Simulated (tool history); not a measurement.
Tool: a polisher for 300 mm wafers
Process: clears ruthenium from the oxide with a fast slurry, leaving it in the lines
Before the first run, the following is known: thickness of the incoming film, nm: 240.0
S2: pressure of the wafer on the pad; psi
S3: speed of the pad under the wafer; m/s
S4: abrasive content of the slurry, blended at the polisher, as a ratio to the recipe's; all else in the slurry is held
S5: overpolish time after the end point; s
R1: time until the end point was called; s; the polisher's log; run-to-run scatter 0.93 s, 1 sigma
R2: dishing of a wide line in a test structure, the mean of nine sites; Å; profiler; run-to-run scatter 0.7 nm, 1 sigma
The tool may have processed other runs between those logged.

{"run": 1, "hour": 0.0, "flow of slurry (ml/min)": 300, "S2": 3.3, "S3": 0.9, "S4": 1, "S5": 27, "R1": 48.794, "R2": 767.83}
{"run": 2, "hour": 8.9, "flow of slurry (ml/min)": 300, "S2": 3.1, "S3": 0.9, "S4": 1, "S5": 27, "R1": 48.611, "R2": 742.15}
{"run": 3, "hour": 13.5, "flow of slurry (ml/min)": 300, "S2": 2.9, "S3": 0.9, "S4": 1, "S5": 28, "R1": 52.306, "R2": 719.77}
{"run": 4, "hour": 21.9, "flow of slurry (ml/min)": 345, "S2": 2.9, "S3": 0.9, "S4": 1, "S5": 28, "R1": 50.382, "R2": 742.43}
{"run": 5, "hour": 25.1, "flow of slurry (ml/min)": 345, "S2": 2.9, "S3": 0.8, "S4": 1, "S5": 28, "R1": 56.486, "R2": 692.13}
{"run": 6, "hour": 26.3, "flow of slurry (ml/min)": 410, "S2": 2.9, "S3": 0.8, "S4": 1, "S5": 28, "R1": 58.46, "R2": 697.56}

Predict the results of run 7:
{"run": 7, "hour": 27.5, "flow of slurry (ml/min)": 410, "S2": 2.9, "S3": 0.8, "S4": 1, "S5": 28, "R1": "?", "R2": "?"}

R1: 57.736 s
R2: 697.71 Å
